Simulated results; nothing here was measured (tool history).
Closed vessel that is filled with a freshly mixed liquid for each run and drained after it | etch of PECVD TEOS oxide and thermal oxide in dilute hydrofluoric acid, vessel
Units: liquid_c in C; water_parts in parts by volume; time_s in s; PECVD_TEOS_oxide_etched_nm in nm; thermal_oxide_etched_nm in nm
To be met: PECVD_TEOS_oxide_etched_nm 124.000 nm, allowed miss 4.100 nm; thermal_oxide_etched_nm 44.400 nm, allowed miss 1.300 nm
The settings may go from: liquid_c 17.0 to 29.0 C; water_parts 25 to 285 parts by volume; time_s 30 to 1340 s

{"run": 1, "hour": 0.0, "liquid_c": 21.0, "water_parts": 155, "time_s": 685, "PECVD_TEOS_oxide_etched_nm": 51.975, "thermal_oxide_etched_nm": 18.669}
{"run": 2, "hour": 5.5, "liquid_c": 23.0, "water_parts": 135, "time_s": 685, "PECVD_TEOS_oxide_etched_nm": 65.251, "thermal_oxide_etched_nm": 23.714}
{"run": 3, "hour": 6.6, "liquid_c": 24.5, "water_parts": 120, "time_s": 685, "PECVD_TEOS_oxide_etched_nm": 79.873, "thermal_oxide_etched_nm": 28.43}
{"run": 4, "hour": 15.5, "liquid_c": 24.5, "water_parts": 120, "time_s": 970, "PECVD_TEOS_oxide_etched_nm": 113.86, "thermal_oxide_etched_nm": 40.179}
{"run": 5, "hour": 16.2, "liquid_c": 25.0, "water_parts": 120, "time_s": 970, "PECVD_TEOS_oxide_etched_nm": 113.79, "thermal_oxide_etched_nm": 41.282}
{"run": 6, "hour": 24.2, "liquid_c": 25.0, "water_parts": 120, "time_s": 1195, "PECVD_TEOS_oxide_etched_nm": 141.3, "thermal_oxide_etched_nm": 50.596}
{"run": 7, "hour": 25.5, "liquid_c": 24.0, "water_parts": 120, "time_s": 1195, "PECVD_TEOS_oxide_etched_nm": 135.83, "thermal_oxide_etched_nm": 48.917}
{"run": 8, "hour": 31.6, "liquid_c": 23.5, "water_parts": 120, "time_s": 1195, "PECVD_TEOS_oxide_etched_nm": 134.88, "thermal_oxide_etched_nm": 48.252}
{"run": 9, "hour": 38.4, "liquid_c": 23.0, "water_parts": 120, "time_s": 1195, "PECVD_TEOS_oxide_etched_nm": 132.01, "thermal_oxide_etched_nm": 47.028}
{"run": 10, "hour": 41.8, "liquid_c": 23.0, "water_parts": 120, "time_s": 1195, "PECVD_TEOS_oxide_etched_nm": 132.4, "thermal_oxide_etched_nm": 47.186}
{"run": 11, "hour": 45.9, "liquid_c": 23.0, "water_parts": 120, "time_s": 1195, "PECVD_TEOS_oxide_etched_nm": 132.51, "thermal_oxide_etched_nm": 47.262}
{"run": 12, "hour": 48.7, "liquid_c": 22.5, "water_parts": 120, "time_s": 1195, "PECVD_TEOS_oxide_etched_nm": 130.32, "thermal_oxide_etched_nm": 45.344}

Which of these 4 next moves meets every target?
{"run": "A", "hour": 51.5, "liquid_c": 26.5, "water_parts": 150, "time_s": 1340, "PECVD_TEOS_oxide_etched_nm": "?", "thermal_oxide_etched_nm": "?"}
{"run": "B", "hour": 51.5, "liquid_c": 24.0, "water_parts": 130, "time_s": 1195, "PECVD_TEOS_oxide_etched_nm": "?", "thermal_oxide_etched_nm": "?"}
{"run": "C", "hour": 51.5, "liquid_c": 23.5, "water_parts": 120, "time_s": 1160, "PECVD_TEOS_oxide_etched_nm": "?", "thermal_oxide_etched_nm": "?"}
{"run": "D", "hour": 51.5, "liquid_c": 26.0, "water_parts": 145, "time_s": 1305, "PECVD_TEOS_oxide_etched_nm": "?", "thermal_oxide_etched_nm": "?"}

move=A PECVD_TEOS_oxide_etched_nm=129.850 thermal_oxide_etched_nm=46.376
move=B PECVD_TEOS_oxide_etched_nm=124.430 thermal_oxide_etched_nm=44.441
move=C PECVD_TEOS_oxide_etched_nm=129.850 thermal_oxide_etched_nm=46.374
move=D PECVD_TEOS_oxide_etched_nm=129.170 thermal_oxide_etched_nm=46.134
A: as far off as the last run
B: meets every target
C: as far off as the last run
D: nearer than the last run, and not there yet
Move B is the one to make.

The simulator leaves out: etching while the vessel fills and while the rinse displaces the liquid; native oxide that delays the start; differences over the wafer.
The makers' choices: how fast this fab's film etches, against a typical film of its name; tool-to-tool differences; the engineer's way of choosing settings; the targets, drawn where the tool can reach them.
